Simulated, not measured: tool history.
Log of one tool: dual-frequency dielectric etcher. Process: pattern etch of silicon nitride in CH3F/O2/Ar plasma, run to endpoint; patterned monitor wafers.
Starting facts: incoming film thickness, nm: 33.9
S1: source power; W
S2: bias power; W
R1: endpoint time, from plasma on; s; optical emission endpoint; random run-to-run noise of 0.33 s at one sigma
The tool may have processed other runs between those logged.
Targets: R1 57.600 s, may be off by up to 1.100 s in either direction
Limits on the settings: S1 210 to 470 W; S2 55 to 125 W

run,hour,S1,S2,R1
1,0.0,340,90,46.741
2,1.1,360,90,46.213
3,8.8,330,84,48.516
4,10.0,290,84,50.500
5,11.6,290,98,47.877
6,14.4,270,92,50.287
7,16.6,260,88,51.707
8,22.9,210,72,60.895
9,31.3,220,72,59.697

Which of these 5 next moves meets every target?
A,39.7,210,70,?
B,39.7,230,68,?
C,39.7,210,68,?
D,39.7,210,82,?
E,39.7,210,66,?

move,R1
A,61.209
B,60.205
C,61.995
D,57.090
E,62.815
A: further off than the last run
B: further off than the last run
C: further off than the last run
D: hits every target within its allowed miss
E: further off than the last run
Correct choice: D, which meets every target

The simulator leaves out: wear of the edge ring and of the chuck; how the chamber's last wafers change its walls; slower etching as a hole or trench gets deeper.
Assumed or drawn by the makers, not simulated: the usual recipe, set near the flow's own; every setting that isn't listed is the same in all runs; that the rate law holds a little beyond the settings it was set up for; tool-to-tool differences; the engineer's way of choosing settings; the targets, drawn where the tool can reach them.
